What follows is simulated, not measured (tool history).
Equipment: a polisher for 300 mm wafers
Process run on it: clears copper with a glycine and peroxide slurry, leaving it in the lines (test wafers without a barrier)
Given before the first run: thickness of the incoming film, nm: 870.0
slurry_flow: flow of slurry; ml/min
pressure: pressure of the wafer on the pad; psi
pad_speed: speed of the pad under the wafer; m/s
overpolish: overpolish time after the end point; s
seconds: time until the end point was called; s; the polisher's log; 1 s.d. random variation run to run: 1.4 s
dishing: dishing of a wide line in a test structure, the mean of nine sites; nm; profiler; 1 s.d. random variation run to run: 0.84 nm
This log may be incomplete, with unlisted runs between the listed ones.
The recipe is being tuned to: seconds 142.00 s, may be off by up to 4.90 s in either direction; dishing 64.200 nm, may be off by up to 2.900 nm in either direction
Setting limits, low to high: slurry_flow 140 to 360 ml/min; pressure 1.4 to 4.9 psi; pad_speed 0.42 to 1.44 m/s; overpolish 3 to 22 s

run	hour	slurry_flow	pressure	pad_speed	overpolish	seconds	dishing
1	0.0	230	3.1	0.92	11	137.32	47.655
2	8.2	230	3.9	0.92	11	112.54	54.385
3	13.0	230	3.8	0.92	12	116.51	57.293
4	18.1	230	3.8	0.92	7	116.43	37.917
5	26.5	230	3.7	0.92	8	118.01	40.629
6	33.7	230	3.6	0.92	9	121.19	44.100
7	40.9	215	2.9	0.92	15	146.59	54.958
8	47.3	225	2.9	0.92	15	144.14	55.566
9	52.1	230	2.9	0.92	15	143.34	55.629
10	60.4	230	2.9	0.92	16	147.42	58.900
11	64.5	230	3.0	0.92	16	141.48	59.994

Consider the 5 candidate settings below. Which is the only one whose results all fall within their allowed miss of target?
A	68.6	220	3.4	0.90	14	?	?
B	68.6	310	3.5	0.80	14	?	?
C	68.6	195	2.5	1.20	19	?	?
D	68.6	235	3.3	0.86	14	?	?
E	68.6	235	3.1	0.90	13	?	?

move	seconds	dishing
A	130.08	59.024
B	130.21	59.219
C	145.17	65.558
D	135.53	57.179
E	139.32	52.678
A: moves away from the targets compared with the last run
B: moves away from the targets compared with the last run
C: meets every target
D: moves away from the targets compared with the last run
E: moves away from the targets compared with the last run
C meets every target.

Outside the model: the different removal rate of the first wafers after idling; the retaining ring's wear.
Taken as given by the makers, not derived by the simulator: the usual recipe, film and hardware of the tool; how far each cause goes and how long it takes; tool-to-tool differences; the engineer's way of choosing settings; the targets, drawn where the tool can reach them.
